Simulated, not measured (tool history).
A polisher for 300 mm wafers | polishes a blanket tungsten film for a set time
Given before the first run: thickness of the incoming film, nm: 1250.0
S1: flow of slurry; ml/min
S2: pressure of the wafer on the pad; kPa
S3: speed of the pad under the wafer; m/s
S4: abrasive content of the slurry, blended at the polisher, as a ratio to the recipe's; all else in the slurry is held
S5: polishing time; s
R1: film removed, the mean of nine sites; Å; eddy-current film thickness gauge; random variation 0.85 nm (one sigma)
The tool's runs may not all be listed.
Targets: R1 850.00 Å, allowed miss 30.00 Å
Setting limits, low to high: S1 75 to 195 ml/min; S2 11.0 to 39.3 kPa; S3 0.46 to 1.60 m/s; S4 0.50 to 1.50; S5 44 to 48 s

run,hour,S1,S2,S3,S4,S5,R1
1,0.0,125,24.8,1.02,1.00,48,2500.40
2,1.2,125,29.0,1.02,1.00,48,2944.10
3,8.9,125,29.0,0.80,1.00,48,2323.90
4,12.1,120,24.8,0.74,1.00,48,1833.80
5,13.7,115,21.4,0.70,1.00,48,1495.90
6,17.0,115,21.4,0.50,1.00,48,1070.90
7,23.8,115,20.0,0.50,1.00,48,1016.30
8,26.3,115,19.3,0.50,1.00,48,977.31
9,29.3,115,18.6,0.50,1.00,48,949.45
10,34.0,115,17.9,0.50,1.00,48,916.79

Which one of the following 5 next-run settings gets every result inside its allowed miss? There is exactly one.
A,38.7,120,18.6,0.46,1.00,47,?
B,38.7,140,14.5,0.60,0.75,44,?
C,38.7,90,19.3,0.48,0.75,45,?
D,38.7,105,15.2,0.54,0.90,46,?
E,38.7,105,22.1,0.46,0.90,44,?

move,R1
A,865.35
B,777.15
C,802.55
D,775.85
E,914.37
A: hits every target within its allowed miss
B: takes the biggest miss from the last run beyond its target
C: takes the biggest miss from the last run beyond its target
D: takes the biggest miss from the last run beyond its target
E: just as far off the targets as the last run
Correct choice: A, which meets every target

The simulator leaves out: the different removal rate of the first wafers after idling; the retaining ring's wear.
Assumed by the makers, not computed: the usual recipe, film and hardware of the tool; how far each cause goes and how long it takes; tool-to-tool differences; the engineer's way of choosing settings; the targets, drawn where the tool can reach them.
